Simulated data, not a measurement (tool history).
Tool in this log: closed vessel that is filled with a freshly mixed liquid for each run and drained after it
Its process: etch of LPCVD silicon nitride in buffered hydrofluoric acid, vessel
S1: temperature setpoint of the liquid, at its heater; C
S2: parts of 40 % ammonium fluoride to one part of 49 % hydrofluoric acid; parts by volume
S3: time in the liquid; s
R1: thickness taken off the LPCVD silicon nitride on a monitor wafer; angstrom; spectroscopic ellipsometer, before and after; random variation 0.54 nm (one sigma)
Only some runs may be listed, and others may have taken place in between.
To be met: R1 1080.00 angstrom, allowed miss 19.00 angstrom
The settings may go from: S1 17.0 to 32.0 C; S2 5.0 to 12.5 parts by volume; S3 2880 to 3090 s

run	day	S1	S2	S3	R1
1	0.000	24.0	7.5	2880	627.92
2	0.179	24.0	8.5	2880	549.82
3	0.300	21.5	8.5	2880	477.40
4	0.546	24.5	8.0	2880	599.34
# day 0.829: thermometer replaced
5	0.829	24.5	8.0	2880	562.84
6	1.179	26.5	7.0	2900	739.66
7	1.358	28.0	6.5	2900	843.63
8	1.571	29.0	6.5	2900	891.64
9	1.767	30.0	6.5	2900	945.12
10	2.138	30.5	6.5	2900	963.46
11	2.392	31.0	6.5	2900	996.97
12	2.642	31.5	6.5	2900	1014.30
13	3.021	32.0	6.5	2900	1048.10

Exercise: of the 5 proposed moves below, exactly one satisfies all targets within the stated allowed misses. Which move is it?
A	3.400	32.0	6.5	3090	?
B	3.400	30.5	5.5	2900	?
C	3.400	31.5	6.0	2890	?
D	3.400	27.5	5.0	2920	?
E	3.400	32.0	7.0	3090	?

move	R1
A	1115.70
B	1117.20
C	1089.60
D	1041.00
E	1046.30
A: pushes the last run's worst result past its target
B: pushes the last run's worst result past its target
C: meets every target
D: further off than the last run
E: further off than the last run
Move C is the one to make.
